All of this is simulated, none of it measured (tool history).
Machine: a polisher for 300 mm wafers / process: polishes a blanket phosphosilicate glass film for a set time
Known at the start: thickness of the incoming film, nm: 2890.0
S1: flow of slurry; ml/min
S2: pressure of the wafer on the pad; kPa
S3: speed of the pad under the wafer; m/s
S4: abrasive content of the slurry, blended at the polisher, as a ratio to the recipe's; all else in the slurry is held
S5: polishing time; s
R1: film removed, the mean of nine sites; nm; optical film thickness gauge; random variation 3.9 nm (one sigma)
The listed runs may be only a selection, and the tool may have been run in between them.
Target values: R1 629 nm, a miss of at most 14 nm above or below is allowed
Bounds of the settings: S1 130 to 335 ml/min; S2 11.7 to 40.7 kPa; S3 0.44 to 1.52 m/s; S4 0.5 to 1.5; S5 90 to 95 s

run,hour,S1,S2,S3,S4,S5,R1
1,0,215,26.2,0.98,1,90,888.46
2,0.8,215,26.2,0.98,1.1,90,929.58
3,6.3,175,26.2,0.98,1.1,90,905.99
4,8.2,175,26.2,0.98,1.1,90,900.24
5,14.6,170,24.1,0.98,1.1,90,823.28
6,16.1,165,22.8,0.98,1.1,90,784.96
7,17.2,160,21.4,0.98,1.1,90,732.43
8,20.4,155,20.7,0.98,1.1,90,701.01
9,21,140,17.9,0.98,1.1,90,606.66
10,22.1,145,17.9,0.98,1.1,90,607.6

Exactly one of the 5 candidate moves below puts every result within its allowed miss. Which one?
A,23.2,150,21.4,0.8,1.1,95,?
B,23.2,135,21.4,0.68,1.15,95,?
C,23.2,155,21.4,0.68,1.35,95,?
D,23.2,130,19.3,0.96,1.15,92,?
E,23.2,140,20,0.96,1.1,91,?

move,R1
A,659.39
B,583.15
C,633.11
D,671.69
E,679.88
A: takes the biggest miss from the last run beyond its target
B: lands further from the targets than the last run did
C: every result lands within tolerance
D: takes the biggest miss from the last run beyond its target
E: takes the biggest miss from the last run beyond its target
Answer: C
